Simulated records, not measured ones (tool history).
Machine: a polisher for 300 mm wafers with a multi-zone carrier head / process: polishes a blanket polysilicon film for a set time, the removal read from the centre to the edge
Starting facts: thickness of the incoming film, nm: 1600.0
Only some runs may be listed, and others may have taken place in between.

run  hour  flow of slurry (ml/min)  pressure of the head's centre zone  pressure of the head's middle zone  pressure of the head's edge zone  polishing time (s)  film removed at the wafer's centre (Å)  film removed at mid-radius (Å)  film removed at the wafer's edge (Å)
  1     0                      205                                   1                                   1                                 1                  45                                  6075.3                            6313                                6521.3
  2   8.8                      225                                   1                                   1                                 1                  45                                    6167                          6382.5                                6454.6
  3  12.4                      225                                1.08                                   1                                 1                  45                                  6558.7                          6475.9                                6459.4
  4  16.9                      230                                1.06                                   1                              0.98                  44                                  6428.8                          6326.5                                6414.1
  5  17.4                      230                                0.97                                   1                              0.98                  44                                  5931.1                          6323.9                                  6208
  6  25.5                      230                                0.97                                0.94                              0.98                  44                                  5957.5                            6028                                6488.2
  7  26.8                      230                                0.97                                0.95                              0.97                  43                                  5760.8                          5857.2                                6154.4
  8  32.6                      230                                0.96                                0.95                              0.95                  42                                  5678.9                            5779                                5935.3
  9  39.2                      230                                0.96                                0.95                              0.95                  42                                    5590                          5886.7                                  5825
 10  43.1                      225                                0.96                                0.94                              0.94                  42                                  5522.3                            5693                                6005.4
 11  50.1                      255                                0.97                                1.02                              0.91                  33                                  4540.5                          4864.8                                4584.8

What will run 12 give?
 12  54.7                      255                                0.97                                1.03                              0.92                  33                                       ?                               ?                                     ?

Run 12 measured film removed at the wafer's centre (Å) 4495.1, film removed at mid-radius (Å) 4870.4, film removed at the wafer's edge (Å) 4675.
